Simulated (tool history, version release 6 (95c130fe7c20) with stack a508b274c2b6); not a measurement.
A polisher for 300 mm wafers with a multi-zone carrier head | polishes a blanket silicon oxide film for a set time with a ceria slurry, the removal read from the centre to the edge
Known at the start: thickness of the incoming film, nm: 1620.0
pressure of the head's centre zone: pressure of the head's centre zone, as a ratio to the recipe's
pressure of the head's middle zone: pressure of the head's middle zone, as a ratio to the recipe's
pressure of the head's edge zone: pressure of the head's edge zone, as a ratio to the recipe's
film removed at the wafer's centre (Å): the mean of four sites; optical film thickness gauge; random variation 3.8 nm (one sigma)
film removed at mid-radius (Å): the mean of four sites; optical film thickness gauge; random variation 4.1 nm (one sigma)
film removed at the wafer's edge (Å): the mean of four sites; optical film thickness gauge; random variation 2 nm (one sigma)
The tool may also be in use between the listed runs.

run,hour,flow of slurry (ml/min),pressure of the head's centre zone,pressure of the head's middle zone,pressure of the head's edge zone,polishing time (s),film removed at the wafer's centre (Å),film removed at mid-radius (Å),film removed at the wafer's edge (Å)
1,0.0,260,1.00,1.00,1.00,73,2121.5,2119.0,2109.9
2,4.6,265,0.99,1.00,1.03,77,2175.6,2221.1,2296.0
3,7.7,265,0.93,1.00,1.03,77,2112.8,2194.5,2296.7
4,11.7,265,0.93,1.00,1.03,66,1787.4,1952.1,1976.8
5,13.8,265,0.93,0.93,1.03,66,1765.7,1866.4,1967.0
6,16.3,275,0.93,0.96,1.05,71,1944.6,2037.3,2155.6
7,20.1,285,0.93,0.99,1.07,75,2027.4,2182.0,2262.8
8,25.9,290,0.94,0.99,1.14,96,2618.1,2873.3,3032.2

Run 9 comes next. What will it give?
9,26.7,290,0.94,0.99,1.14,96,?,?,?

Run 9 gave film removed at the wafer's centre (Å) 2657.9, film removed at mid-radius (Å) 2835.8, film removed at the wafer's edge (Å) 3001.0.

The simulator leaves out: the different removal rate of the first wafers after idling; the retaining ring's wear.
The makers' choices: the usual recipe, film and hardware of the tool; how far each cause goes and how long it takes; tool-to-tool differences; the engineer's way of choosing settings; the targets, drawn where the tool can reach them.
